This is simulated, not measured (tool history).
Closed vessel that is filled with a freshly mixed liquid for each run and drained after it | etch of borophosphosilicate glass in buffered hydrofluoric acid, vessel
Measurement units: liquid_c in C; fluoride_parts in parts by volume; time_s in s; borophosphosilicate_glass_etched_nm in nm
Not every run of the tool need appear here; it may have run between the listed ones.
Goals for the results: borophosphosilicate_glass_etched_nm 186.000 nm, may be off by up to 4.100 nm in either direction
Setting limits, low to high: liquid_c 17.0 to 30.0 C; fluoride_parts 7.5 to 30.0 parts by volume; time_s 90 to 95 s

run	hour	liquid_c	fluoride_parts	time_s	borophosphosilicate_glass_etched_nm
1	0.0	22.0	20.5	90	77.987
2	1.5	23.5	20.5	90	84.460
3	7.0	25.0	17.5	90	106.760
4	14.4	25.0	17.5	95	112.640
5	22.8	26.5	16.0	95	133.330
6	23.7	27.5	15.0	95	148.110
7	26.4	27.5	15.0	95	150.560
8	30.8	28.0	14.5	95	158.140
9	35.9	28.5	14.5	95	163.740
10	41.5	29.0	14.5	95	166.710
11	50.5	29.5	14.0	95	177.760

Exactly one of the 5 candidate moves below puts every result within its allowed miss. Which one?
A	59.5	30.0	12.5	90	?
B	59.5	29.5	12.0	90	?
C	59.5	29.5	13.5	90	?
D	59.5	26.0	10.5	90	?
E	59.5	26.0	12.0	95	?

move	borophosphosilicate_glass_etched_nm
A	196.710
B	199.480
C	177.690
D	189.080
E	175.070
A: the result that was furthest off in the last run now lies on the other side of its target
B: the result that was furthest off in the last run now lies on the other side of its target
C: about the same distance from the targets as the last run
D: every result lands within tolerance
E: lands further from the targets than the last run did
Correct choice: D, which meets every target
